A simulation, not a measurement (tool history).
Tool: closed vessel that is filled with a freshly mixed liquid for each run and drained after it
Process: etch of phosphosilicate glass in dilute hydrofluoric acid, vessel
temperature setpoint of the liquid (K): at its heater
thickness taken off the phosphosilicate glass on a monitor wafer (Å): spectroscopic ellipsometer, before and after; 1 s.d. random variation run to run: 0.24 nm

run,hour,temperature setpoint of the liquid (K),parts of water to one part of 49 % hydrofluoric acid (parts by volume),time in the liquid (s),thickness taken off the phosphosilicate glass on a monitor wafer (Å)
1,0.0,295.15,205,30,109.08
2,3.9,295.15,205,30,112.01
3,12.0,295.15,205,30,110.28
4,19.9,295.15,150,30,157.86
5,27.9,296.65,140,30,183.54
6,33.4,298.15,135,30,204.69
7,39.8,299.15,130,30,221.76

Predict the results of run 8:
8,46.1,300.15,130,30,?

{"run 8": {"thickness taken off the phosphosilicate glass on a monitor wafer (Å)": 229.49}}
